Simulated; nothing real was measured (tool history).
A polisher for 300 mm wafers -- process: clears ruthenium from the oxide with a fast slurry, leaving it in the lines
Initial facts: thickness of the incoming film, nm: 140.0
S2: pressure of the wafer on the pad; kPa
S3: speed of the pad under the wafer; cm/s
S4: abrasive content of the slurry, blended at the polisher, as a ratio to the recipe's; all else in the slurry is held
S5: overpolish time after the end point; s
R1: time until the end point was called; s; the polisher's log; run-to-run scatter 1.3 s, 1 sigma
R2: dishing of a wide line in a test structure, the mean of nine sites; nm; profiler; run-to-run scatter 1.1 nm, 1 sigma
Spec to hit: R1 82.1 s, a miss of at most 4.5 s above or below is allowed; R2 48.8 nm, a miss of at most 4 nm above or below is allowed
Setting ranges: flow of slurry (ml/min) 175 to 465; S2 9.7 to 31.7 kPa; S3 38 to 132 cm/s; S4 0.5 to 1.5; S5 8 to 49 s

{"run": 1, "day": 0.0, "flow of slurry (ml/min)": 295, "S2": 20.7, "S3": 84, "S4": 1, "S5": 25, "R1": 38.297, "R2": 56.083}
{"run": 2, "day": 0.292, "flow of slurry (ml/min)": 270, "S2": 20.7, "S3": 84, "S4": 1, "S5": 25, "R1": 38.411, "R2": 54.401}
{"run": 3, "day": 0.571, "flow of slurry (ml/min)": 200, "S2": 20.7, "S3": 84, "S4": 1, "S5": 25, "R1": 40.058, "R2": 53.379}
{"run": 4, "day": 0.742, "flow of slurry (ml/min)": 200, "S2": 20.7, "S3": 84, "S4": 1, "S5": 20, "R1": 39.727, "R2": 47.985}
{"run": 5, "day": 0.879, "flow of slurry (ml/min)": 200, "S2": 19.3, "S3": 82, "S4": 1, "S5": 22, "R1": 43.558, "R2": 48.553}
{"run": 6, "day": 1.121, "flow of slurry (ml/min)": 200, "S2": 18.6, "S3": 80, "S4": 1, "S5": 23, "R1": 45.974, "R2": 46.486}
{"run": 7, "day": 1.425, "flow of slurry (ml/min)": 195, "S2": 13.1, "S3": 64, "S4": 0.95, "S5": 35, "R1": 77.336, "R2": 43.442}
{"run": 8, "day": 1.688, "flow of slurry (ml/min)": 195, "S2": 13.1, "S3": 64, "S4": 0.95, "S5": 35, "R1": 79.85, "R2": 44.018}
{"run": 9, "day": 1.708, "flow of slurry (ml/min)": 195, "S2": 13.1, "S3": 64, "S4": 0.95, "S5": 36, "R1": 76.385, "R2": 42.988}
{"run": 10, "day": 2.029, "flow of slurry (ml/min)": 195, "S2": 13.1, "S3": 64, "S4": 0.95, "S5": 37, "R1": 77.512, "R2": 44.906}
{"run": 11, "day": 2.15, "flow of slurry (ml/min)": 195, "S2": 13.1, "S3": 64, "S4": 0.95, "S5": 38, "R1": 75.81, "R2": 46.674}

Which single option among these 5 for the next run brings every result within its allowed miss of target? Just one does.
{"run": "A", "day": 2.271, "flow of slurry (ml/min)": 200, "S2": 17.9, "S3": 56, "S4": 0.85, "S5": 42, "R1": "?", "R2": "?"}
{"run": "B", "day": 2.271, "flow of slurry (ml/min)": 230, "S2": 15.2, "S3": 64, "S4": 0.95, "S5": 27, "R1": "?", "R2": "?"}
{"run": "C", "day": 2.271, "flow of slurry (ml/min)": 245, "S2": 11.7, "S3": 62, "S4": 1, "S5": 43, "R1": "?", "R2": "?"}
{"run": "D", "day": 2.271, "flow of slurry (ml/min)": 280, "S2": 14.5, "S3": 68, "S4": 1, "S5": 36, "R1": "?", "R2": "?"}
{"run": "E", "day": 2.271, "flow of slurry (ml/min)": 235, "S2": 14.5, "S3": 64, "S4": 1, "S5": 31, "R1": "?", "R2": "?"}

move=A R1=73.31 R2=50.119
move=B R1=67.483 R2=39.087
move=C R1=81.743 R2=47.393
move=D R1=62.962 R2=50.054
move=E R1=67.523 R2=43.167
A: lands further from the targets than the last run did
B: lands further from the targets than the last run did
C: hits every target within its allowed miss
D: lands further from the targets than the last run did
E: lands further from the targets than the last run did
Go with C: it meets all targets.
